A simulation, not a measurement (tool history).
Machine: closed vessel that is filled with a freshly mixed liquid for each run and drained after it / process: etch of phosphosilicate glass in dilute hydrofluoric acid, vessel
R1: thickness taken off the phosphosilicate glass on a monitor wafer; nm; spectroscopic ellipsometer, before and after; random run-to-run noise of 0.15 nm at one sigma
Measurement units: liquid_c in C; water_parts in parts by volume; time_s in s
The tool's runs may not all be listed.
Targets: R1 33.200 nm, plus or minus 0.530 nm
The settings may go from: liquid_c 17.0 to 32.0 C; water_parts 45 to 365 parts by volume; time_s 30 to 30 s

run 1 day=0.000 | liquid_c=24.0 water_parts=205 time_s=30 | R1=14.406
run 2 day=0.046 | liquid_c=26.0 water_parts=205 time_s=30 | R1=15.403
run 3 day=0.075 | liquid_c=27.5 water_parts=175 time_s=30 | R1=19.977
run 4 day=0.104 | liquid_c=29.0 water_parts=160 time_s=30 | R1=23.381
run 5 day=0.142 | liquid_c=30.0 water_parts=150 time_s=30 | R1=26.187
run 6 day=0.358 | liquid_c=30.0 water_parts=150 time_s=30 | R1=25.954
run 7 day=0.675 | liquid_c=30.5 water_parts=140 time_s=30 | R1=29.054
run 8 day=1.033 | liquid_c=31.0 water_parts=135 time_s=30 | R1=30.667
run 9 day=1.250 | liquid_c=31.5 water_parts=135 time_s=30 | R1=31.075

Below are 4 possible settings for the next run. Only one of them brings all results inside the allowed miss of their targets. Which is it?
run A day=1.467 | liquid_c=32.0 water_parts=135 time_s=30 | R1=?
run B day=1.467 | liquid_c=32.0 water_parts=150 time_s=30 | R1=?
run C day=1.467 | liquid_c=29.5 water_parts=120 time_s=30 | R1=?
run D day=1.467 | liquid_c=31.5 water_parts=125 time_s=30 | R1=?

move=A R1=31.971
move=B R1=28.183
move=C R1=33.529
move=D R1=34.394
A: closer than the last run, but not yet in spec
B: moves away from the targets compared with the last run
C: every result within its allowed miss
D: pushes the last run's worst result past its target
Go with C: it meets all targets.
